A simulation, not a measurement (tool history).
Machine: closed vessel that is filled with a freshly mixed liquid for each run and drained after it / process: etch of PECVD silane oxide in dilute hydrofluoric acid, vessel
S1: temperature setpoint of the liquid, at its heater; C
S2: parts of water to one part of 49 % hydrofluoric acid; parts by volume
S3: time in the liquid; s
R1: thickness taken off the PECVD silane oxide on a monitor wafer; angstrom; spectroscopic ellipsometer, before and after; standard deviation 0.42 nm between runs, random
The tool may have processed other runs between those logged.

| run | hour | S1 | S2 | S3 | R1 |
|---|---|---|---|---|---|
| 1 | 0 | 22 | 200 | 1005 | 648.67 |
| 2 | 6.5 | 22 | 200 | 1005 | 640.05 |
| 3 | 10.2 | 22 | 200 | 1070 | 690.93 |
| 4 | 12.9 | 24 | 200 | 1070 | 741.83 |
| 5 | 16.1 | 22 | 200 | 1070 | 689.03 |
| 6 | 18.4 | 22 | 245 | 1070 | 533.62 |
| 7 | 25.5 | 24.5 | 230 | 1070 | 639.98 |
| 8 | 29.8 | 26 | 225 | 1070 | 691.29 |

Run 9 comes next. What will it give?
| 9 | 38.4 | 27 | 220 | 1070 | ? |

Run 9 gave R1 736.31 angstrom.

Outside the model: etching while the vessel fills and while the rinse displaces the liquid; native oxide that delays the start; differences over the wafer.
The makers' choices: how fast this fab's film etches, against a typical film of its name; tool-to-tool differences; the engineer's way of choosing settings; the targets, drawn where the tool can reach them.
